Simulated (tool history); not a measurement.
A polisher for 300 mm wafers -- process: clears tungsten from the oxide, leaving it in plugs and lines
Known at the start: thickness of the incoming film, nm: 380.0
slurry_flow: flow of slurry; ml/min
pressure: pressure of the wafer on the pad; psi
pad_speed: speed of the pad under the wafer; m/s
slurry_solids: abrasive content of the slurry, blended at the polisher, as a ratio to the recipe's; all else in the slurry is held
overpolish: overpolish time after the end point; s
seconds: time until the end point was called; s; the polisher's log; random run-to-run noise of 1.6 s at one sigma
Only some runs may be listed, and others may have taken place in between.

run 1 hour=0.0 | slurry_flow=285 pressure=3.6 pad_speed=1.04 slurry_solids=1.0 overpolish=6 | seconds=85.267
run 2 hour=8.2 | slurry_flow=345 pressure=3.6 pad_speed=1.04 slurry_solids=1.0 overpolish=6 | seconds=86.443
run 3 hour=17.1 | slurry_flow=345 pressure=3.4 pad_speed=1.04 slurry_solids=1.0 overpolish=6 | seconds=92.400
run 4 hour=20.3 | slurry_flow=395 pressure=3.4 pad_speed=1.04 slurry_solids=1.0 overpolish=6 | seconds=92.796
run 5 hour=29.4 | slurry_flow=395 pressure=3.4 pad_speed=1.04 slurry_solids=1.0 overpolish=6 | seconds=90.509
run 6 hour=31.5 | slurry_flow=395 pressure=3.3 pad_speed=1.04 slurry_solids=1.0 overpolish=6 | seconds=91.028
run 7 hour=34.9 | slurry_flow=395 pressure=3.1 pad_speed=1.04 slurry_solids=1.0 overpolish=6 | seconds=99.100
run 8 hour=43.5 | slurry_flow=395 pressure=3.0 pad_speed=1.04 slurry_solids=1.0 overpolish=6 | seconds=102.140

Predict the results of run 9:
run 9 hour=46.9 | slurry_flow=395 pressure=2.9 pad_speed=1.04 slurry_solids=1.0 overpolish=6 | seconds=?

seconds: 103.460 s

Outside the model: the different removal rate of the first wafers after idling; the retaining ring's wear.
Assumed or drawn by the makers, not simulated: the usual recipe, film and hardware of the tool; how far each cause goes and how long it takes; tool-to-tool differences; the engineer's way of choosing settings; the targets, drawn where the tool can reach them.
